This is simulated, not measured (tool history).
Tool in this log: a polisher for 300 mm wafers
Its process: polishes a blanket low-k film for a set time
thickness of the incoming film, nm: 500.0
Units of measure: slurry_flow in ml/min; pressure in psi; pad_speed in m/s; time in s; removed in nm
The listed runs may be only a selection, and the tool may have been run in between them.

| run | hour | slurry_flow | pressure | pad_speed | slurry_solids | time | removed |
|---|---|---|---|---|---|---|---|
| 1 | 0 | 205 | 1.7 | 0.88 | 1 | 63 | 20.961 |
| 2 | 7 | 205 | 1.7 | 0.88 | 1 | 63 | 21.478 |
| 3 | 13.8 | 205 | 2 | 0.88 | 1 | 63 | 24.55 |
| 4 | 15.2 | 205 | 2.3 | 0.88 | 1 | 63 | 28.743 |
| 5 | 23.8 | 205 | 2 | 0.86 | 1 | 63 | 24.522 |
| 6 | 26 | 205 | 1.8 | 0.84 | 1 | 63 | 21.605 |
| 7 | 34.9 | 205 | 1.6 | 0.84 | 1 | 63 | 19.413 |
| 8 | 39.6 | 205 | 1.5 | 0.84 | 1 | 63 | 18.211 |
| 9 | 44.3 | 205 | 1.4 | 0.84 | 1 | 63 | 17.349 |

Predict the results of run 10:
| 10 | 50.3 | 205 | 1.3 | 0.84 | 1 | 63 | ? |

removed: 15.949 nm
